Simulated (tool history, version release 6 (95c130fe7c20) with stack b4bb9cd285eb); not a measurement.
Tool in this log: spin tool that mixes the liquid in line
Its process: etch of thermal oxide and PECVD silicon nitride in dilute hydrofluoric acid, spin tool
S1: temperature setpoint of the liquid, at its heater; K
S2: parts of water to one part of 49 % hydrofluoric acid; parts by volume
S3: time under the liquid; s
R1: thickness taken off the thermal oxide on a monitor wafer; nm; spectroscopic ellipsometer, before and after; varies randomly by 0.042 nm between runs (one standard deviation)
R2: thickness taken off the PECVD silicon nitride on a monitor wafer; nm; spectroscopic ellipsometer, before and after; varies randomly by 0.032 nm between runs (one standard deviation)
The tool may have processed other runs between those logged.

run 1 hour=0.0 | S1=293.15 S2=210 S3=180 | R1=3.2603 R2=1.65190
run 2 hour=3.2 | S1=290.15 S2=210 S3=180 | R1=2.8579 R2=1.40170
run 3 hour=4.9 | S1=290.15 S2=210 S3=105 | R1=1.6779 R2=0.79647
run 4 hour=7.2 | S1=290.15 S2=210 S3=105 | R1=1.6969 R2=0.79078
run 5 hour=8.2 | S1=291.15 S2=195 S3=105 | R1=1.9484 R2=0.92066
run 6 hour=9.0 | S1=291.15 S2=195 S3=70 | R1=1.2635 R2=0.62759
run 7 hour=11.2 | S1=291.65 S2=175 S3=75 | R1=1.5707 R2=0.74770

Predict the results of run 8:
run 8 hour=17.2 | S1=292.15 S2=160 S3=80 | R1=? R2=?

Run 8 came out at R1 1.9305 nm, R2 0.92582 nm.
